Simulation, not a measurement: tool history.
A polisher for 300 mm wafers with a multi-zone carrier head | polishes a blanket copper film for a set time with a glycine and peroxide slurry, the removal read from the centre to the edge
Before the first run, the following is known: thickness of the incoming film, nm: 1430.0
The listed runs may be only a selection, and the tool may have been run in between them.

run	hour	flow of slurry (ml/min)	pressure of the head's centre zone	pressure of the head's middle zone	pressure of the head's edge zone	polishing time (s)	film removed at the wafer's centre (nm)	film removed at mid-radius (nm)	film removed at the wafer's edge (nm)
1	0.0	260	1.00	1.00	1.00	44	179.87	173.88	173.88
2	6.0	260	1.01	0.99	0.98	42	170.59	164.02	165.56
3	7.6	260	1.03	0.98	0.97	40	166.81	158.82	152.60
4	8.6	260	1.03	0.94	0.97	40	167.07	152.41	155.50
5	9.4	260	1.04	0.93	0.96	39	162.32	143.26	149.11
6	12.5	215	1.04	0.93	0.96	39	155.54	143.92	146.00
7	19.8	215	1.05	0.92	0.95	38	155.36	138.91	140.08
8	20.5	215	1.05	0.91	0.94	38	152.75	134.13	140.64
9	23.9	215	1.06	0.91	0.93	38	157.70	135.94	142.93
10	26.5	215	1.07	0.91	0.93	37	150.88	133.51	134.49
11	31.2	215	1.07	0.91	0.93	37	152.08	131.57	136.32
12	32.0	210	1.07	0.91	0.92	37	151.67	133.36	134.74
13	38.5	210	1.07	0.90	0.91	37	153.30	134.25	136.09
14	42.0	205	1.10	0.85	0.87	31	132.00	103.84	107.19

Run 15 has not been measured yet. What should we expect?
15	46.5	210	1.10	0.86	0.88	31	?	?	?

Logged for run 15: film removed at the wafer's centre (nm) 131.00, film removed at mid-radius (nm) 105.38, film removed at the wafer's edge (nm) 110.95.
